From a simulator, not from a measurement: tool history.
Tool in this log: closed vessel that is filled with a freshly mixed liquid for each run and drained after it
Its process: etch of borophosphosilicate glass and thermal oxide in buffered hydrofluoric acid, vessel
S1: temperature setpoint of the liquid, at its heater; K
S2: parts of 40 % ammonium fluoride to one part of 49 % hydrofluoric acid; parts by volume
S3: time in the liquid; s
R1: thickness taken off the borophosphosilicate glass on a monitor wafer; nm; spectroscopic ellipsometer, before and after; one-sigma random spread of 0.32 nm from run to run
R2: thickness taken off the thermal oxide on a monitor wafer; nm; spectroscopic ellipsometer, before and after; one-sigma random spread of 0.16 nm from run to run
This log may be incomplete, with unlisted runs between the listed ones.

Run 1, hour 0.0: S1 294.15 K, S2 17.5 parts by volume, S3 60 s. Result: R1 62.228 nm, R2 34.267 nm.
Run 2, hour 8.1: S1 292.65 K, S2 17.5 parts by volume, S3 60 s. Result: R1 57.559 nm, R2 31.965 nm.
Run 3, hour 13.6: S1 292.65 K, S2 17.5 parts by volume, S3 85 s. Result: R1 82.171 nm, R2 45.158 nm.
Run 4, hour 16.9: S1 295.15 K, S2 17.5 parts by volume, S3 85 s. Result: R1 93.955 nm, R2 50.880 nm.
Run 5, hour 20.9: S1 294.15 K, S2 20.0 parts by volume, S3 85 s. Result: R1 78.390 nm, R2 43.100 nm.
Run 6, hour 22.6: S1 297.65 K, S2 20.0 parts by volume, S3 85 s. Result: R1 93.874 nm, R2 52.087 nm.
Run 7, hour 24.0: S1 295.65 K, S2 22.0 parts by volume, S3 80 s. Result: R1 73.887 nm, R2 41.401 nm.
Run 8, hour 30.0: S1 294.15 K, S2 23.5 parts by volume, S3 75 s. Result: R1 60.427 nm, R2 34.057 nm.

Expected results for the next run?
Run 9, hour 37.0: S1 293.15 K, S2 24.5 parts by volume, S3 70 s. Result: R1 ?, R2 ?.

R1: 51.826 nm
R2: 29.191 nm
